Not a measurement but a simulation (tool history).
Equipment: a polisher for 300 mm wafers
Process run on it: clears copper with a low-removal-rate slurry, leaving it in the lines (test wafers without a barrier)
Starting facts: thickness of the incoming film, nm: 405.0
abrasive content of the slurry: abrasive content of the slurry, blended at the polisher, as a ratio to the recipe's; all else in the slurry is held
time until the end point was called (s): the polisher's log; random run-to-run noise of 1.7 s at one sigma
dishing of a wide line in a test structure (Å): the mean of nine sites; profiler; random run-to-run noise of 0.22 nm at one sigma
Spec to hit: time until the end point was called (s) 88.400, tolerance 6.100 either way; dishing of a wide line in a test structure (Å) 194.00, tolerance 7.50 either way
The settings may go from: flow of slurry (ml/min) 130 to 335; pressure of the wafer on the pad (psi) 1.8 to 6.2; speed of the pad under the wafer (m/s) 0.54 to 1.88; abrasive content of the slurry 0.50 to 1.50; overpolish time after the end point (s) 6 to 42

| run | day | flow of slurry (ml/min) | pressure of the wafer on the pad (psi) | speed of the pad under the wafer (m/s) | abrasive content of the slurry | overpolish time after the end point (s) | time until the end point was called (s) | dishing of a wide line in a test structure (Å) |
|---|---|---|---|---|---|---|---|---|
| 1 | 0.000 | 215 | 4.0 | 1.20 | 1.00 | 21 | 94.860 | 547.95 |
| 2 | 0.133 | 215 | 3.2 | 1.20 | 1.00 | 21 | 114.820 | 457.84 |
| 3 | 0.425 | 215 | 3.2 | 1.20 | 1.00 | 26 | 116.670 | 536.75 |
| 4 | 0.475 | 215 | 2.9 | 1.24 | 1.00 | 21 | 123.780 | 423.80 |
| 5 | 0.550 | 210 | 2.7 | 1.34 | 0.95 | 18 | 124.900 | 373.33 |
| 6 | 0.904 | 210 | 2.2 | 1.34 | 0.95 | 18 | 155.020 | 309.82 |
| 7 | 1.171 | 210 | 2.2 | 1.34 | 0.95 | 18 | 154.970 | 312.97 |
| 8 | 1.446 | 210 | 2.1 | 1.46 | 0.90 | 15 | 151.200 | 270.64 |
| 9 | 1.488 | 240 | 2.2 | 1.56 | 0.80 | 13 | 135.650 | 263.49 |
| 10 | 1.525 | 260 | 2.2 | 1.64 | 0.75 | 11 | 126.230 | 234.89 |
| 11 | 1.625 | 320 | 2.8 | 1.88 | 0.50 | 6 | 94.886 | 180.02 |

4 candidate next runs follow, results not yet known. Just one meets every target within its allowed miss. Identify it.
| A | 1.725 | 290 | 3.4 | 1.88 | 0.55 | 6 | ? | ? |
| B | 1.725 | 315 | 3.3 | 1.88 | 0.50 | 6 | ? | ? |
| C | 1.725 | 335 | 3.6 | 1.52 | 0.65 | 6 | ? | ? |
| D | 1.725 | 295 | 3.5 | 1.88 | 0.50 | 6 | ? | ? |

| move | time until the end point was called (s) | dishing of a wide line in a test structure (Å) |
|---|---|---|
| A | 75.795 | 221.13 |
| B | 78.654 | 213.53 |
| C | 84.757 | 199.62 |
| D | 74.748 | 224.16 |
A: takes the result that was furthest off past its target
B: takes the result that was furthest off past its target
C: every result lands within tolerance
D: takes the result that was furthest off past its target
Correct choice: C, which meets every target
